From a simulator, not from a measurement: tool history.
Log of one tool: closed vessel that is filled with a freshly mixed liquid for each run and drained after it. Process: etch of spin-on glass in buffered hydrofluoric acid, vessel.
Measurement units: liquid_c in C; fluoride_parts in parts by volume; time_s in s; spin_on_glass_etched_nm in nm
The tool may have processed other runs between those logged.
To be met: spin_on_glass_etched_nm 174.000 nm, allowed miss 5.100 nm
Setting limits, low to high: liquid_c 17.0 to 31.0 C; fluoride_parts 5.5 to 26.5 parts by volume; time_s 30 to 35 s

run    day  liquid_c  fluoride_parts  time_s  spin_on_glass_etched_nm
  1  0.000      23.0            16.0      35                  112.490
  2  0.192      23.0            16.0      30                   96.484
  3  0.508      24.0            15.5      30                  106.120
  4  0.558      25.0            15.0      30                  115.570
  5  0.683      25.0            17.5      30                   98.068
  6  0.846      26.0            16.5      30                  110.410
     1.000  -- thermometer replaced
  7  1.000      27.0            16.0      30                  106.600
  8  1.342      27.0            14.5      30                  117.370

Next run, 5 choices. One meets every target within its allowed miss, the rest don't. Which?
  A  1.683      29.0            10.0      30                        ?
  B  1.683      27.0            14.5      35                        ?
  C  1.683      27.5            11.0      35                        ?
  D  1.683      25.0            10.0      35                        ?
  E  1.683      27.0            12.0      35                        ?

move  spin_on_glass_etched_nm
   A                  187.930
   B                  137.160
   C                  184.550
   D                  177.030
   E                  165.070
A: pushes the last run's worst result past its target
B: better than the last run, though not everything is in spec
C: pushes the last run's worst result past its target
D: every result lands within tolerance
E: better than the last run, though not everything is in spec
D is the move that brings every result within its allowed miss.
